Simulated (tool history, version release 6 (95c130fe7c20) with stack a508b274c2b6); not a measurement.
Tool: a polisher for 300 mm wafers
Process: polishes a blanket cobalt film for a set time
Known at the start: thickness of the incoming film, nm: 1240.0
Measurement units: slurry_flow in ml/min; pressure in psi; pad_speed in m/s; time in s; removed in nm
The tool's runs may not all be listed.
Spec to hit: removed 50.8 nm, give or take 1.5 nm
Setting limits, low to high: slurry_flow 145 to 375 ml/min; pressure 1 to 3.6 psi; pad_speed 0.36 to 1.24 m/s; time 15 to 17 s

run    day  slurry_flow  pressure  pad_speed  time  removed
  1      0          240       2.3        0.8    17   79.279
  2  0.221          240       2.2        0.8    17   75.721
  3  0.558          240       2.1        0.8    17   71.593
  4  0.912          240       2.1       0.88    17   78.071
  5  0.992          240         2       0.88    17   73.209
  6  1.062          240       1.9       0.88    17   69.301
  7    1.2          240       1.8       0.88    17   67.075
  8  1.342          230       1.2       0.88    17   45.037
  9  1.688          240       1.2       0.88    17   45.388
 10  1.717          245       1.2       0.88    17   45.526
 11  2.004          250       1.3       0.88    17    48.92

Pick the move, out of 4, that brings all results within their allowed miss; only one does.
  A  2.292          260       1.3       0.86    17        ?
  B  2.292          250       1.2       1.08    15        ?
  C  2.292          225       1.4       0.86    17        ?
  D  2.292          245       1.2       0.92    17        ?

move  removed
   A   48.484
   B   47.273
   C   51.345
   D   47.104
A: further off than the last run
B: further off than the last run
C: meets every target
D: further off than the last run
C meets every target.

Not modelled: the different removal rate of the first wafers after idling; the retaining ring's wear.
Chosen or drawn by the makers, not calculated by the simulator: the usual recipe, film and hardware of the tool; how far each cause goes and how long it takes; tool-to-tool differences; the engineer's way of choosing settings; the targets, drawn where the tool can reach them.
